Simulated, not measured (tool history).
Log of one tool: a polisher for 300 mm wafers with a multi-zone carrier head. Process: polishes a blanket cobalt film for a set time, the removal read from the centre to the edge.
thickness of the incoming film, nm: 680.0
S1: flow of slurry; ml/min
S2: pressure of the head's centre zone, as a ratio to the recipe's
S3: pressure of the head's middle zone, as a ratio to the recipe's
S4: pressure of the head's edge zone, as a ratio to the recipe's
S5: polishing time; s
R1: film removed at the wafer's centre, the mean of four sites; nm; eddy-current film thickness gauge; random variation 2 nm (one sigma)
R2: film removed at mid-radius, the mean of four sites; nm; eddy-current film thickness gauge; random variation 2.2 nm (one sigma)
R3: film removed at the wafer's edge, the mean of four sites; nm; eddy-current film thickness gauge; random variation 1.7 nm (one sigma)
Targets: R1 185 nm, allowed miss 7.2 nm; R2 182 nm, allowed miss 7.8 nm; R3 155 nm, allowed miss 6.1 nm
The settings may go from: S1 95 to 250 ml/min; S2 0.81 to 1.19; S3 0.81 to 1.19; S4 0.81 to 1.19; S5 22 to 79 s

run  hour   S1    S2    S3    S4  S5      R1      R2      R3
  1     0  160     1     1     1  50  214.41  210.06  214.94
  2   7.8  160  1.08     1     1  50  229.28  205.92   216.2
  3   9.6  160  1.13     1     1  50  239.47  206.17  214.82
  4    16  160  1.13     1  1.08  50  239.09  209.97  220.34
       20  -- edge zone pressure recalibrated
  5    20  125  1.13     1  1.08  50  227.26  199.62  200.53
  6  23.6  125  1.13  1.08  1.08  50  226.03  213.66  205.65
  7  29.3  120  1.14   1.1  1.06  48  214.74  202.21  195.32
  8  34.7  165  1.14  1.19  0.96  39  193.06  190.04  155.94

4 next moves are on the table. One of them brings every result within its allowed miss. Which?
  A  40.1  180  1.06  1.19  0.93  36   ?   ?   ?
  B  40.1   95  1.08  1.19  0.85  48   ?   ?   ?
  C  40.1  235  1.09  1.11  0.96  37   ?   ?   ?
  D  40.1  155  1.16  1.17  1.01  35   ?   ?   ?

move      R1      R2      R3
   A  164.55  179.85  146.15
   B  185.58  203.62  166.92
   C  181.67  181.06  157.16
   D  169.75  167.45  144.85
A: takes the result that was furthest off past its target
B: brings the result that was furthest off to its target, and leaves another outside
C: meets every target
D: takes the result that was furthest off past its target
The right move is C.

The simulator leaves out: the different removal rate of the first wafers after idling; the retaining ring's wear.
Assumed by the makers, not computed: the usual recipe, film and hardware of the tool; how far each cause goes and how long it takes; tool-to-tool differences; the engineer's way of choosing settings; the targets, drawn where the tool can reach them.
